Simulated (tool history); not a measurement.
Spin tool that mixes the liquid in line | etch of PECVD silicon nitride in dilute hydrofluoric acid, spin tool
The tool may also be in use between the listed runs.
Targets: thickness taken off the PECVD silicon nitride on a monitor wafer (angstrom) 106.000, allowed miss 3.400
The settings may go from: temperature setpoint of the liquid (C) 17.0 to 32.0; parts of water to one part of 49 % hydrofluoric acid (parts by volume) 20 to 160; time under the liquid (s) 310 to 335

run	hour	temperature setpoint of the liquid (C)	parts of water to one part of 49 % hydrofluoric acid (parts by volume)	time under the liquid (s)	thickness taken off the PECVD silicon nitride on a monitor wafer (angstrom)
1	0.0	24.0	90	310	51.470
2	1.4	24.0	90	310	50.870
3	4.6	21.0	90	310	41.145
4	8.2	21.0	70	310	53.161
5	14.4	19.0	70	310	45.878
6	16.3	20.5	70	310	51.156
7	18.5	21.5	70	310	54.469
8	19.6	21.5	70	310	54.465
9	20.3	22.5	70	310	58.470
# hour 24.6: hydrofluoric acid flow meter replaced
10	24.6	23.5	70	310	67.047
11	32.9	24.0	70	310	69.002
12	37.2	24.5	70	310	71.910
13	44.3	25.0	70	310	73.953

Which of these 4 next moves meets every target?
A	51.4	25.0	55	320	?
B	51.4	21.0	40	335	?
C	51.4	25.0	55	330	?
D	51.4	24.5	50	310	?

move	thickness taken off the PECVD silicon nitride on a monitor wafer (angstrom)
A	95.494
B	103.910
C	98.478
D	98.230
A: nearer than the last run, and not there yet
B: meets every target
C: nearer than the last run, and not there yet
D: nearer than the last run, and not there yet
Move B is the one to make.
